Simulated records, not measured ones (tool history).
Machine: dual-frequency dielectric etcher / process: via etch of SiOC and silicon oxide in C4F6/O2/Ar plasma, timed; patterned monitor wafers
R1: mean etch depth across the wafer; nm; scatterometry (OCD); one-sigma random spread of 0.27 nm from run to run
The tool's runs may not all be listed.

Run 1, hour 0.0: source power (W) 300, bias power (W) 187, etch time (s) 41.0. Result: R1 47.368 nm.
Run 2, hour 6.8: source power (W) 260, bias power (W) 187, etch time (s) 41.0. Result: R1 43.862 nm.
Run 3, hour 14.5: source power (W) 260, bias power (W) 173, etch time (s) 41.0. Result: R1 41.871 nm.
Run 4, hour 22.4: source power (W) 260, bias power (W) 173, etch time (s) 41.0. Result: R1 42.132 nm.
Run 5, hour 24.7: source power (W) 260, bias power (W) 190, etch time (s) 41.0. Result: R1 44.262 nm.
Run 6, hour 31.0: source power (W) 260, bias power (W) 211, etch time (s) 41.0. Result: R1 45.396 nm.
Run 7, hour 33.9: source power (W) 250, bias power (W) 210, etch time (s) 41.0. Result: R1 44.599 nm.

Run 8 comes next. What will it give?
Run 8, hour 37.9: source power (W) 230, bias power (W) 208, etch time (s) 41.0. Result: R1 ?.

R1: 42.639 nm
